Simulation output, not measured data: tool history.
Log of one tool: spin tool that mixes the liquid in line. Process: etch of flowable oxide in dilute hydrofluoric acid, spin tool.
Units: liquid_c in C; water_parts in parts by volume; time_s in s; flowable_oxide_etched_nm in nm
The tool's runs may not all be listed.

| run | hour | liquid_c | water_parts | time_s | flowable_oxide_etched_nm |
|---|---|---|---|---|---|
| 1 | 0.0 | 21.0 | 95 | 320 | 66.280 |
| 2 | 8.6 | 21.0 | 125 | 320 | 48.354 |
| 3 | 9.5 | 20.0 | 125 | 320 | 46.003 |
| 4 | 17.1 | 18.0 | 125 | 320 | 41.872 |
| 5 | 24.4 | 19.5 | 125 | 320 | 44.538 |
| 6 | 33.3 | 19.0 | 125 | 320 | 44.393 |

Run 7 comes next. What will it give?
| 7 | 39.7 | 18.5 | 125 | 320 | ? |

{"run 7": {"flowable_oxide_etched_nm": 43.52}}
